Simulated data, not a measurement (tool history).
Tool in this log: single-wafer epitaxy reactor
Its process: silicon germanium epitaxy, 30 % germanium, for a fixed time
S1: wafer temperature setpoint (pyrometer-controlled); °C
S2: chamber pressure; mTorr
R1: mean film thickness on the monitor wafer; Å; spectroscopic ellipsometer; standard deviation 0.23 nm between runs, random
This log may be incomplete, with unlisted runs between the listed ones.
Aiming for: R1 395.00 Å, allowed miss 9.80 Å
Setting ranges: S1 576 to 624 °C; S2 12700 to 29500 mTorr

{"run": 1, "hour": 0.0, "S1": 600, "S2": 21100, "R1": 588.93}
{"run": 2, "hour": 8.7, "S1": 609, "S2": 21100, "R1": 688.9}
{"run": 3, "hour": 14.1, "S1": 602, "S2": 20900, "R1": 606.45}
{"run": 4, "hour": 18.3, "S1": 602, "S2": 23600, "R1": 641.63}
{"run": 5, "hour": 24.8, "S1": 602, "S2": 25700, "R1": 664.98}
{"run": 6, "hour": 29.5, "S1": 596, "S2": 25000, "R1": 581.31}
{"run": 7, "hour": 38.2, "S1": 592, "S2": 24900, "R1": 535.9}
{"run": 8, "hour": 43.0, "S1": 589, "S2": 24800, "R1": 505.91}
{"run": 9, "hour": 44.3, "S1": 586, "S2": 24700, "R1": 476.43}
{"run": 10, "hour": 45.9, "S1": 584, "S2": 24600, "R1": 461.21}
{"run": 11, "hour": 46.9, "S1": 584, "S2": 24600, "R1": 458.62}
{"run": 12, "hour": 55.8, "S1": 582, "S2": 24500, "R1": 435.15}

Of the 4 settings listed for the next run, only one would bring every result within its allowed miss of target. Which one?
{"run": "A", "hour": 64.7, "S1": 588, "S2": 20200, "R1": "?"}
{"run": "B", "hour": 64.7, "S1": 582, "S2": 25500, "R1": "?"}
{"run": "C", "hour": 64.7, "S1": 581, "S2": 19900, "R1": "?"}
{"run": "D", "hour": 64.7, "S1": 582, "S2": 29200, "R1": "?"}

move=A R1=454.85
move=B R1=446.35
move=C R1=393.81
move=D R1=472.51
A: its largest miss is bigger than the last run's
B: its largest miss is bigger than the last run's
C: all results land within tolerance of their targets
D: its largest miss is bigger than the last run's
C is the move that brings every result within its allowed miss.

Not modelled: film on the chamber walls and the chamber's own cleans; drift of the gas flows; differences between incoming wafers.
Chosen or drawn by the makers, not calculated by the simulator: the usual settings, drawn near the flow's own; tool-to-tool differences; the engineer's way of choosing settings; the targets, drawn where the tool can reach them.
